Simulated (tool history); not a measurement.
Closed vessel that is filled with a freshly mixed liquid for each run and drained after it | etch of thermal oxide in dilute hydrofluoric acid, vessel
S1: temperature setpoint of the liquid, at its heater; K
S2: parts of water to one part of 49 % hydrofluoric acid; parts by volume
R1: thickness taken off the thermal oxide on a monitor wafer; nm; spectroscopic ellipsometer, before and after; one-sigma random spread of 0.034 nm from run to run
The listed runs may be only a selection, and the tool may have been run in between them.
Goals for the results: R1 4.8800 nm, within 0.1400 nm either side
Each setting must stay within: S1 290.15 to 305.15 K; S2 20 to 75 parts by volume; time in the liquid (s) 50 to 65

Run 1, hour 0.0: S1 297.15 K, S2 45 parts by volume, time in the liquid (s) 65. Result: R1 6.3059 nm.
Run 2, hour 8.9: S1 297.15 K, S2 45 parts by volume, time in the liquid (s) 65. Result: R1 6.3222 nm.
Run 3, hour 14.8: S1 295.15 K, S2 45 parts by volume, time in the liquid (s) 65. Result: R1 5.8203 nm.
Run 4, hour 17.1: S1 296.65 K, S2 45 parts by volume, time in the liquid (s) 65. Result: R1 6.1609 nm.
Run 5, hour 22.1: S1 296.65 K, S2 40 parts by volume, time in the liquid (s) 65. Result: R1 7.0415 nm.
Run 6, hour 26.9: S1 296.65 K, S2 40 parts by volume, time in the liquid (s) 50. Result: R1 5.3388 nm.
Run 7, hour 28.3: S1 296.15 K, S2 40 parts by volume, time in the liquid (s) 50. Result: R1 5.3115 nm.
Run 8, hour 33.8: S1 295.65 K, S2 40 parts by volume, time in the liquid (s) 50. Result: R1 5.1294 nm.
Run 9, hour 38.5: S1 295.15 K, S2 40 parts by volume, time in the liquid (s) 50. Result: R1 5.0600 nm.

Which one of the following 5 next-run settings gets every result inside its allowed miss? There is exactly one.
Run A, hour 43.2: S1 295.15 K, S2 45 parts by volume, time in the liquid (s) 50. Result: R1 ?.
Run B, hour 43.2: S1 293.15 K, S2 35 parts by volume, time in the liquid (s) 50. Result: R1 ?.
Run C, hour 43.2: S1 292.65 K, S2 35 parts by volume, time in the liquid (s) 50. Result: R1 ?.
Run D, hour 43.2: S1 293.65 K, S2 50 parts by volume, time in the liquid (s) 65. Result: R1 ?.
Run E, hour 43.2: S1 295.65 K, S2 40 parts by volume, time in the liquid (s) 50. Result: R1 ?.

move      R1
   A  4.4737
   B  5.3412
   C  5.2261
   D  4.8805
   E  5.1726
A: moves the result that the last run missed by most past its target, out the other side
B: further off than the last run
C: further off than the last run
D: each result inside its tolerance
E: further off than the last run
D meets every target.
